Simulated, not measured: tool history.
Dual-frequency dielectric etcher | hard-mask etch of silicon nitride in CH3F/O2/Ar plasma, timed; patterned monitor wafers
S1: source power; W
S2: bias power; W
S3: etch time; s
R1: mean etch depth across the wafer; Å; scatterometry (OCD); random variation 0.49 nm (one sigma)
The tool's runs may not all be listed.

Run 1, hour 0: S1 540 W, S2 69 W, S3 168.5 s. Result: R1 1273.8 Å.
Run 2, hour 7.7: S1 540 W, S2 69 W, S3 168.5 s. Result: R1 1273.4 Å.
Run 3, hour 12.3: S1 540 W, S2 69 W, S3 155 s. Result: R1 1169.4 Å.
Run 4, hour 17.5: S1 600 W, S2 74 W, S3 155.5 s. Result: R1 1264.4 Å.
At hour 26.2: bias power generator calibrated.
Run 5, hour 26.2: S1 640 W, S2 78 W, S3 156 s. Result: R1 1304.7 Å.
Run 6, hour 31.3: S1 640 W, S2 84 W, S3 156 s. Result: R1 1347.5 Å.
Run 7, hour 39.5: S1 670 W, S2 86 W, S3 156.5 s. Result: R1 1390.4 Å.
Run 8, hour 44.3: S1 690 W, S2 87 W, S3 156.5 s. Result: R1 1410.4 Å.

Forecast run 9:
Run 9, hour 46.9: S1 710 W, S2 88 W, S3 156.5 s. Result: R1 ?.

{"run 9": {"R1": 1442.7}}
